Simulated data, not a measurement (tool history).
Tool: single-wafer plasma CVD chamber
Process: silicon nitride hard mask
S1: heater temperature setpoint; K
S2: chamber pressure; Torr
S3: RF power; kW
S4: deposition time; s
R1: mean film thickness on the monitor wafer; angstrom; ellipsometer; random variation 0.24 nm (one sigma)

run 1 hour=0.0 | S1=688.15 S2=1.71 S3=0.275 S4=71.4 | R1=837.53
run 2 hour=2.4 | S1=688.15 S2=1.60 S3=0.260 S4=71.4 | R1=793.03
run 3 hour=8.3 | S1=688.15 S2=1.52 S3=0.250 S4=71.4 | R1=754.63
run 4 hour=14.0 | S1=688.15 S2=1.52 S3=0.250 S4=71.4 | R1=751.54
run 5 hour=16.1 | S1=692.15 S2=1.52 S3=0.250 S4=71.4 | R1=747.21
run 6 hour=20.3 | S1=692.15 S2=1.52 S3=0.290 S4=71.4 | R1=844.32
run 7 hour=23.2 | S1=692.15 S2=1.43 S3=0.280 S4=71.4 | R1=801.97
run 8 hour=28.6 | S1=692.15 S2=1.35 S3=0.270 S4=71.4 | R1=771.75

Forecast run 9:
run 9 hour=32.6 | S1=692.15 S2=1.29 S3=0.265 S4=71.4 | R1=?

{"run 9": {"R1": 745.29}}
